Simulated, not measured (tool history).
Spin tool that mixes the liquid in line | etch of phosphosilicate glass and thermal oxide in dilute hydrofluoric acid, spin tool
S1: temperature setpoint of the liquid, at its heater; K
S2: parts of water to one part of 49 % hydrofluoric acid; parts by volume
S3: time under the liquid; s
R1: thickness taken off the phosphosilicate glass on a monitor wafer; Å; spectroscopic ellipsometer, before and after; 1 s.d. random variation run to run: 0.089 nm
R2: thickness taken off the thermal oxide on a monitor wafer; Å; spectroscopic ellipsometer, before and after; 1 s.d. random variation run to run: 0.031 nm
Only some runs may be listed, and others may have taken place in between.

| run | hour | S1 | S2 | S3 | R1 | R2 |
|---|---|---|---|---|---|---|
| 1 | 0 | 293.15 | 160 | 30 | 114.89 | 7.1939 |
| 2 | 0.7 | 293.15 | 160 | 40 | 154.29 | 8.2961 |
| 3 | 8.2 | 293.15 | 205 | 40 | 115.89 | 7.2294 |
| 4 | 14.2 | 296.15 | 205 | 40 | 132.45 | 7.9164 |
| 5 | 22.7 | 294.65 | 210 | 40 | 120.95 | 7.1068 |
| 6 | 23.4 | 293.65 | 215 | 40 | 109.41 | 7.1609 |

Run 7 is up next; what results do you expect?
| 7 | 27.6 | 293.15 | 215 | 40 | ? | ? |

R1: 108.41 Å
R2: 6.9819 Å

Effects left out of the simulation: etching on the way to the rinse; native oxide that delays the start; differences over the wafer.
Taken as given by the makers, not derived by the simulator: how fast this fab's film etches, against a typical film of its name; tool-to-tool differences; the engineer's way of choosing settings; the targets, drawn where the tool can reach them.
